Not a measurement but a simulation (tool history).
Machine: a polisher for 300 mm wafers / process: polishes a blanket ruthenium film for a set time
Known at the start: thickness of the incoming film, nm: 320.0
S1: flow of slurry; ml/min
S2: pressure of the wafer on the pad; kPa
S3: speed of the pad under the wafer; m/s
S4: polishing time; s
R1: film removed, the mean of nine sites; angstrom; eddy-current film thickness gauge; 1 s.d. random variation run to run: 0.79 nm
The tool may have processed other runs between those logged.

run,hour,S1,S2,S3,S4,R1
1,0,125,11,0.8,88,643.45
2,6.7,130,11.7,0.8,88,685.35
3,14.5,135,12.4,0.8,88,712.02
4,19,135,13.1,0.8,88,747.28
5,19.7,160,13.1,0.8,88,780.81
6,27.3,165,13.8,0.8,88,815.92
7,33.6,165,14.5,0.8,88,849.4
8,36.8,165,15.2,0.8,88,869.59
9,40.7,170,15.9,0.8,88,931.44

Predict the results of run 10:
10,47.4,175,17.2,0.82,88,?

R1: 1020.2 angstrom
